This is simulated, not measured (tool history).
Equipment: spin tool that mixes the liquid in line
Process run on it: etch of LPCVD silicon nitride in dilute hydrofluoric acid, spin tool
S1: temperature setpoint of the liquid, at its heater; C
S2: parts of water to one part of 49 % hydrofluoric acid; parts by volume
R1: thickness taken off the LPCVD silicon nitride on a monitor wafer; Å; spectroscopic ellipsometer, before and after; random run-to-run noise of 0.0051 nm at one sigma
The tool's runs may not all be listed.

run 1 hour=0.0 | S1=23.0 S2=55 time_under_the_liquid_(s)=40 | R1=3.1723
run 2 hour=9.0 | S1=22.0 S2=60 time_under_the_liquid_(s)=40 | R1=2.5911
run 3 hour=12.7 | S1=21.5 S2=60 time_under_the_liquid_(s)=40 | R1=2.4953
run 4 hour=14.2 | S1=21.5 S2=60 time_under_the_liquid_(s)=20 | R1=1.3526
run 5 hour=18.2 | S1=23.5 S2=60 time_under_the_liquid_(s)=20 | R1=1.4914
run 6 hour=24.8 | S1=23.0 S2=60 time_under_the_liquid_(s)=20 | R1=1.4124

What will run 7 give?
run 7 hour=28.2 | S1=22.5 S2=60 time_under_the_liquid_(s)=20 | R1=?

{"run 7": {"R1": 1.4077}}
